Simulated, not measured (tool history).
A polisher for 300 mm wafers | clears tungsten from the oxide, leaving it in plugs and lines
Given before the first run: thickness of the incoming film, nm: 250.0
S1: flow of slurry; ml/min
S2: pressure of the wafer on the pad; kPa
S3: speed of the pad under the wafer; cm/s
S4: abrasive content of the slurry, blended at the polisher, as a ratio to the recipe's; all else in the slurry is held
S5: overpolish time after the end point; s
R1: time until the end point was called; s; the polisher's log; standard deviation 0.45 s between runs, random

Run 1, hour 0.0: S1 285 ml/min, S2 21.4 kPa, S3 118 cm/s, S4 1.0, S5 11 s. Result: R1 67.425 s.
Run 2, hour 1.6: S1 285 ml/min, S2 26.9 kPa, S3 118 cm/s, S4 1.0, S5 11 s. Result: R1 53.268 s.
Run 3, hour 7.8: S1 285 ml/min, S2 29.0 kPa, S3 128 cm/s, S4 1.0, S5 11 s. Result: R1 46.318 s.
Run 4, hour 12.3: S1 225 ml/min, S2 29.0 kPa, S3 128 cm/s, S4 1.0, S5 11 s. Result: R1 47.766 s.
Run 5, hour 15.9: S1 230 ml/min, S2 30.3 kPa, S3 138 cm/s, S4 1.0, S5 11 s. Result: R1 41.668 s.
Run 6, hour 16.9: S1 235 ml/min, S2 31.7 kPa, S3 146 cm/s, S4 1.0, S5 11 s. Result: R1 37.826 s.
Run 7, hour 23.9: S1 240 ml/min, S2 32.4 kPa, S3 152 cm/s, S4 1.0, S5 11 s. Result: R1 34.751 s.

The next listed run, before its measurement:
Run 8, hour 27.4: S1 240 ml/min, S2 33.1 kPa, S3 156 cm/s, S4 1.0, S5 11 s. Result: R1 ?.

R1: 34.264 s
